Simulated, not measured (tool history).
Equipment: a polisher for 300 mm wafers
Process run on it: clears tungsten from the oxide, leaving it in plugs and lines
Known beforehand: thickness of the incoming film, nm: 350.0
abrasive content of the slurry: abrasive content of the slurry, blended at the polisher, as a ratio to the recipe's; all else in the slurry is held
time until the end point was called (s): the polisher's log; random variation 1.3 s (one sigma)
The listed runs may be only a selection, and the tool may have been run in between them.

run  hour  flow of slurry (ml/min)  pressure of the wafer on the pad (psi)  speed of the pad under the wafer (cm/s)  abrasive content of the slurry  overpolish time after the end point (s)  time until the end point was called (s)
  1   0.0                      310                                     3.8                                      114                             1.0                                       34                                   73.627
  2   3.2                      310                                     3.6                                      114                             1.0                                       34                                   78.300
  3   7.4                      310                                     3.4                                      114                             1.0                                       34                                   80.860
  4  11.5                      310                                     3.2                                      114                             1.0                                       34                                   83.984
  5  17.3                      310                                     3.0                                      114                             1.0                                       34                                   88.021
  6  18.4                      310                                     2.9                                      114                             1.0                                       34                                   89.511

Run 7 comes next. What will it give?
  7  19.9                      310                                     2.8                                      114                             1.0                                       34                                        ?

time until the end point was called (s): 94.741
